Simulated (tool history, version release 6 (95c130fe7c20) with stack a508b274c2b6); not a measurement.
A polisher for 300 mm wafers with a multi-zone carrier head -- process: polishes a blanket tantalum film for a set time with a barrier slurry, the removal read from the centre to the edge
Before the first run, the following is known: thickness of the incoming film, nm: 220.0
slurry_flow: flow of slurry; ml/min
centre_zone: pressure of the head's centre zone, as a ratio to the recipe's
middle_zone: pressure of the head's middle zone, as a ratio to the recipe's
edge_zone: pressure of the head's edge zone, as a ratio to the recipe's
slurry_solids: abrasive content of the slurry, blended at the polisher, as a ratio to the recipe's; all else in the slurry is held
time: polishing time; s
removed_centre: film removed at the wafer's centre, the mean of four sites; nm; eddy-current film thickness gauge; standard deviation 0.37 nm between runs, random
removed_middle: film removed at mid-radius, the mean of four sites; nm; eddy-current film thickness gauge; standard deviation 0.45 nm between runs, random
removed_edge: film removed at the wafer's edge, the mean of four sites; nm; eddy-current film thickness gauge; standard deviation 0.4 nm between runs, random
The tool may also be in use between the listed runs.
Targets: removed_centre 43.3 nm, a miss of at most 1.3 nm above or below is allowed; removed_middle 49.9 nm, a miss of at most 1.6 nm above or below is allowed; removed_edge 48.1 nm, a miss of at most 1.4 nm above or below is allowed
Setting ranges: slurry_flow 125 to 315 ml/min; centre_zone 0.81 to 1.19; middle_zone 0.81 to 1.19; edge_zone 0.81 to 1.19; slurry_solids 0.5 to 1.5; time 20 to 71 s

run    day  slurry_flow  centre_zone  middle_zone  edge_zone  slurry_solids  time  removed_centre  removed_middle  removed_edge
  1      0          205            1            1          1              1    45          75.214          76.308        73.644
  2  0.262          205         1.04            1          1              1    45          77.744          76.592        73.829
  3  0.292          205         1.04         1.08          1              1    45          78.539          81.994          73.9
  4  0.383          160         1.04         1.08          1              1    45          76.376          78.882        72.423
  5  0.533          160         1.04         1.08       1.07              1    45          75.033          79.672        75.398
  6  0.792          160         1.04         1.08       1.02              1    45           75.49          78.747        74.164
  7  1.017          160         0.99         1.06          1           0.85    42          64.289          69.128        65.319
  8  1.129          160         0.95         1.04       0.97           0.75    40          56.198          60.653         58.08

Exercise: of the 4 proposed moves below, exactly one satisfies all targets within the stated allowed misses. Which move is it?
  A  1.242          135         0.95         0.99       1.13            0.7    50               ?               ?             ?
  B  1.242          145         0.93         1.06       1.06            0.6    35               ?               ?             ?
  C  1.242          220         0.91         1.06       0.98           0.85    44               ?               ?             ?
  D  1.242          125         1.17         0.81       1.02            0.5    54               ?               ?             ?

move  removed_centre  removed_middle  removed_edge
   A          66.776          70.704        75.016
   B          43.838          50.164        48.428
   C          64.655          75.146         68.78
   D          77.089           56.14        67.299
A: further off than the last run
B: all results in spec
C: further off than the last run
D: further off than the last run
Answer: B
